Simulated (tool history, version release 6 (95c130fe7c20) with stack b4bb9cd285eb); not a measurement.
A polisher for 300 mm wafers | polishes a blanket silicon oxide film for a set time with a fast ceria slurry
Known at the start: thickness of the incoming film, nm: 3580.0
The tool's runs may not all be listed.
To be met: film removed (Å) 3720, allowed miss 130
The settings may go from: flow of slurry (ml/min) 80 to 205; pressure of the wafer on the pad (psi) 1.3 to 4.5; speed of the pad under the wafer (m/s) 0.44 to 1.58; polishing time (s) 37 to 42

run,hour,flow of slurry (ml/min),pressure of the wafer on the pad (psi),speed of the pad under the wafer (m/s),polishing time (s),film removed (Å)
1,0,135,2.9,1,42,8109.7
2,6.9,135,2.3,1,42,6724.2
3,8.4,125,2.3,1,42,6754.1
4,12.8,125,2.1,0.96,42,5941.9
5,15.1,125,2,0.94,42,5588.9
6,20.4,125,1.9,0.92,42,5383
7,26.7,125,1.8,0.9,42,4950.5
8,28.5,125,1.8,0.9,42,4897.2
9,30.1,110,1.3,0.8,42,3406.5
10,32.6,110,1.3,0.8,42,3432.7
11,41.6,115,1.3,0.8,42,3389.6
12,50.6,120,1.3,0.8,42,3483.3
13,54.3,125,1.3,0.8,42,3574.8
14,61.8,130,1.3,0.8,42,3491.8

5 next moves are on the table. One of them brings every result within its allowed miss. Which?
A,69.3,130,1.3,0.88,38,?
B,69.3,90,1.8,0.7,42,?
C,69.3,120,1.9,0.7,42,?
D,69.3,135,1.3,0.86,38,?
E,69.3,135,1.4,0.76,37,?

move,film removed (Å)
A,3439.9
B,3640.7
C,3975.4
D,3383.1
E,3079.8
A: further off than the last run
B: meets every target
C: takes the result that was furthest off past its target
D: further off than the last run
E: further off than the last run
Move B is the one to make.
